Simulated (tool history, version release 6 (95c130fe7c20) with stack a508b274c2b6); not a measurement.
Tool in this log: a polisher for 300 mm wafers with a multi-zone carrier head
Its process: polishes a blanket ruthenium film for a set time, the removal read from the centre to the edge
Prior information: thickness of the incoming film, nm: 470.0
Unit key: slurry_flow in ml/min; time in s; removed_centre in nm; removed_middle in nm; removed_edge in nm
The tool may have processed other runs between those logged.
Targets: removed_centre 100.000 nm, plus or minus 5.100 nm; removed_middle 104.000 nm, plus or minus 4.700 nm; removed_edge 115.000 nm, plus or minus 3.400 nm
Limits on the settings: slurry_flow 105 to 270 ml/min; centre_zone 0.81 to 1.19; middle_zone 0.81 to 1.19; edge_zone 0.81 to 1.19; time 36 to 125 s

Run 1, hour 0.0: slurry_flow 175 ml/min, centre_zone 1.00, middle_zone 1.00, edge_zone 1.00, time 80 s. Result: removed_centre 100.600 nm, removed_middle 94.524 nm, removed_edge 96.504 nm.
Run 2, hour 7.8: slurry_flow 175 ml/min, centre_zone 1.00, middle_zone 1.00, edge_zone 0.93, time 80 s. Result: removed_centre 99.748 nm, removed_middle 98.417 nm, removed_edge 93.510 nm.
Run 3, hour 10.5: slurry_flow 180 ml/min, centre_zone 0.98, middle_zone 1.00, edge_zone 0.96, time 81 s. Result: removed_centre 98.368 nm, removed_middle 96.519 nm, removed_edge 96.305 nm.
Run 4, hour 11.6: slurry_flow 180 ml/min, centre_zone 0.98, middle_zone 1.00, edge_zone 0.96, time 73 s. Result: removed_centre 87.934 nm, removed_middle 89.203 nm, removed_edge 86.478 nm.
Run 5, hour 20.4: slurry_flow 180 ml/min, centre_zone 0.98, middle_zone 1.00, edge_zone 1.04, time 73 s. Result: removed_centre 87.397 nm, removed_middle 85.954 nm, removed_edge 89.835 nm.
Run 6, hour 21.5: slurry_flow 180 ml/min, centre_zone 1.01, middle_zone 1.00, edge_zone 1.04, time 73 s. Result: removed_centre 92.095 nm, removed_middle 87.658 nm, removed_edge 90.353 nm.
Run 7, hour 24.5: slurry_flow 185 ml/min, centre_zone 1.00, middle_zone 1.01, edge_zone 1.06, time 75 s. Result: removed_centre 92.166 nm, removed_middle 92.074 nm, removed_edge 92.629 nm.
Run 8, hour 26.7: slurry_flow 190 ml/min, centre_zone 0.99, middle_zone 1.00, edge_zone 1.08, time 77 s. Result: removed_centre 93.454 nm, removed_middle 93.437 nm, removed_edge 97.065 nm.
Run 9, hour 31.0: slurry_flow 195 ml/min, centre_zone 0.99, middle_zone 0.99, edge_zone 1.10, time 78 s. Result: removed_centre 95.131 nm, removed_middle 91.515 nm, removed_edge 99.227 nm.
Run 10, hour 34.1: slurry_flow 200 ml/min, centre_zone 0.98, middle_zone 1.00, edge_zone 1.11, time 79 s. Result: removed_centre 94.417 nm, removed_middle 95.108 nm, removed_edge 99.971 nm.
Run 11, hour 43.0: slurry_flow 200 ml/min, centre_zone 0.97, middle_zone 1.00, edge_zone 1.12, time 81 s. Result: removed_centre 99.016 nm, removed_middle 98.626 nm, removed_edge 105.370 nm.
Run 12, hour 50.2: slurry_flow 205 ml/min, centre_zone 0.96, middle_zone 1.00, edge_zone 1.13, time 82 s. Result: removed_centre 96.527 nm, removed_middle 101.930 nm, removed_edge 105.840 nm.

Which single option among these 4 for the next run brings every result within its allowed miss of target? Just one does.
Run A, hour 57.4: slurry_flow 260 ml/min, centre_zone 0.92, middle_zone 1.08, edge_zone 1.07, time 78 s. Result: removed_centre ?, removed_middle ?, removed_edge ?.
Run B, hour 57.4: slurry_flow 255 ml/min, centre_zone 0.99, middle_zone 1.14, edge_zone 0.98, time 79 s. Result: removed_centre ?, removed_middle ?, removed_edge ?.
Run C, hour 57.4: slurry_flow 180 ml/min, centre_zone 0.92, middle_zone 0.98, edge_zone 1.14, time 89 s. Result: removed_centre ?, removed_middle ?, removed_edge ?.
Run D, hour 57.4: slurry_flow 205 ml/min, centre_zone 1.07, middle_zone 1.12, edge_zone 1.04, time 74 s. Result: removed_centre ?, removed_middle ?, removed_edge ?.

move  removed_centre  removed_middle  removed_edge
   A          92.264         106.460        98.234
   B         100.450         112.700        95.101
   C         100.670         107.520       112.560
   D          99.188         101.580        90.172
A: moves away from the targets compared with the last run
B: moves away from the targets compared with the last run
C: every result lands within tolerance
D: moves away from the targets compared with the last run
The move that meets every target is C.
